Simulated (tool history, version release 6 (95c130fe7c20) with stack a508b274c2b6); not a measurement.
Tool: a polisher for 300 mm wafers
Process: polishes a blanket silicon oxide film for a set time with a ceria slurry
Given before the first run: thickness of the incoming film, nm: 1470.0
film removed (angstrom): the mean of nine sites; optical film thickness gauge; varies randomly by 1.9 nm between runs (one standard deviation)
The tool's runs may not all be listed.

run,day,flow of slurry (ml/min),pressure of the wafer on the pad (psi),speed of the pad under the wafer (m/s),polishing time (s),film removed (angstrom)
1,0.000,270,2.4,1.04,41,1566.0
2,0.312,270,2.5,1.04,41,1611.8
3,0.388,270,3.0,1.04,41,1939.2
4,0.529,270,3.0,0.82,41,1585.8
5,0.775,270,3.1,0.82,41,1648.4
6,1.021,270,3.1,0.70,41,1461.1
# day 1.246: slurry nozzle cleaned
7,1.246,270,3.2,0.72,41,1598.8
8,1.458,270,3.3,0.74,41,1677.6
9,1.483,270,3.4,0.74,41,1732.6
10,1.596,270,3.5,0.76,41,1783.0
11,1.671,270,3.5,0.78,41,1823.8
12,1.804,270,3.5,0.80,41,1867.0

For run 13, what comes out?
13,1.992,275,3.6,0.82,41,?

{"run 13": {"film removed (angstrom)": 1969.4}}
